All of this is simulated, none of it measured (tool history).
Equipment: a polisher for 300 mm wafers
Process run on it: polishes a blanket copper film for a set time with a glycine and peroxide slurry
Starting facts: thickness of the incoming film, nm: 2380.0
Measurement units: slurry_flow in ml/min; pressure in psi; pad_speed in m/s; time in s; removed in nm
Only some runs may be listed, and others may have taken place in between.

run	hour	slurry_flow	pressure	pad_speed	time	removed
1	0.0	250	2.8	0.78	40	196.91
2	1.0	250	2.7	0.78	40	187.84
3	5.6	250	2.6	0.78	40	184.67
4	9.1	250	2.5	0.78	40	178.03
5	9.8	250	2.8	0.78	40	191.45
6	13.4	250	2.7	0.78	40	186.54
7	16.7	250	2.6	0.78	40	186.95

What does the tool deliver on the next run?
8	19.4	250	2.5	0.78	40	?

{"run 8": {"removed": 178.51}}
